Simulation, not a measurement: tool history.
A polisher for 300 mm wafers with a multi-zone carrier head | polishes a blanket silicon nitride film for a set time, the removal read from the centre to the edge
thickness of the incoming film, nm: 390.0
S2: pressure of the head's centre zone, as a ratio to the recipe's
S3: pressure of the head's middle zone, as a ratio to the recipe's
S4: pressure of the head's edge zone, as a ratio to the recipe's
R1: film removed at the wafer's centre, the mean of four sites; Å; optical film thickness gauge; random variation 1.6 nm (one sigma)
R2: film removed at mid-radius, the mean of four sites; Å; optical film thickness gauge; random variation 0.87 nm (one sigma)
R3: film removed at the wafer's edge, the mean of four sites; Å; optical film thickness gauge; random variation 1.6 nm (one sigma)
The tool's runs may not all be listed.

{"run": 1, "day": 0.0, "flow of slurry (ml/min)": 310, "S2": 1, "S3": 1, "S4": 1, "polishing time (s)": 76, "R1": 1599.4, "R2": 1583.3, "R3": 1648.6}
{"run": 2, "day": 0.325, "flow of slurry (ml/min)": 310, "S2": 1, "S3": 1, "S4": 1, "polishing time (s)": 57, "R1": 1189.9, "R2": 1189.1, "R3": 1204.8}
{"run": 3, "day": 0.592, "flow of slurry (ml/min)": 275, "S2": 1, "S3": 1, "S4": 1, "polishing time (s)": 57, "R1": 1148.4, "R2": 1174.9, "R3": 1176.7}
{"run": 4, "day": 0.696, "flow of slurry (ml/min)": 275, "S2": 1, "S3": 1, "S4": 0.94, "polishing time (s)": 57, "R1": 1155.4, "R2": 1177.7, "R3": 1180.5}
{"run": 5, "day": 0.792, "flow of slurry (ml/min)": 285, "S2": 1.01, "S3": 0.99, "S4": 0.94, "polishing time (s)": 57, "R1": 1167.6, "R2": 1173.7, "R3": 1166}
{"run": 6, "day": 0.904, "flow of slurry (ml/min)": 355, "S2": 1.01, "S3": 0.99, "S4": 0.94, "polishing time (s)": 57, "R1": 1183.2, "R2": 1183.8, "R3": 1198.5}

Forecast run 7:
{"run": 7, "day": 1.229, "flow of slurry (ml/min)": 360, "S2": 1.03, "S3": 0.98, "S4": 0.95, "polishing time (s)": 57, "R1": "?", "R2": "?", "R3": "?"}

R1: 1243.5 Å
R2: 1161 Å
R3: 1182.4 Å

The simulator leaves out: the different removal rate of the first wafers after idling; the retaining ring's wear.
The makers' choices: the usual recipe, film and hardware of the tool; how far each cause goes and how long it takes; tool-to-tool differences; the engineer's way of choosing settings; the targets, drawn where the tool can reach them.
